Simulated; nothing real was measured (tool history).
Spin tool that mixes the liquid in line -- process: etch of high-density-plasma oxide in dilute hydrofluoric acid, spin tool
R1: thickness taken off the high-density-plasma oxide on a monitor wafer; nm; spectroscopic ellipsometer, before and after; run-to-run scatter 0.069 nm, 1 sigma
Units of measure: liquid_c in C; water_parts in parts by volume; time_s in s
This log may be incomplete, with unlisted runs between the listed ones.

Run 1, hour 0: liquid_c 21 C, water_parts 160 parts by volume, time_s 310 s. Result: R1 13.114 nm.
Run 2, hour 1.6: liquid_c 23 C, water_parts 160 parts by volume, time_s 310 s. Result: R1 14.171 nm.
Run 3, hour 6.1: liquid_c 23 C, water_parts 160 parts by volume, time_s 330 s. Result: R1 15.061 nm.
Run 4, hour 9.8: liquid_c 20 C, water_parts 160 parts by volume, time_s 330 s. Result: R1 13.423 nm.
Run 5, hour 15.5: liquid_c 21.5 C, water_parts 160 parts by volume, time_s 330 s. Result: R1 14.144 nm.
Run 6, hour 20.6: liquid_c 20 C, water_parts 160 parts by volume, time_s 330 s. Result: R1 13.259 nm.

Run 7 is up next; what results do you expect?
Run 7, hour 28.6: liquid_c 24 C, water_parts 160 parts by volume, time_s 330 s. Result: R1 ?.

R1: 15.556 nm

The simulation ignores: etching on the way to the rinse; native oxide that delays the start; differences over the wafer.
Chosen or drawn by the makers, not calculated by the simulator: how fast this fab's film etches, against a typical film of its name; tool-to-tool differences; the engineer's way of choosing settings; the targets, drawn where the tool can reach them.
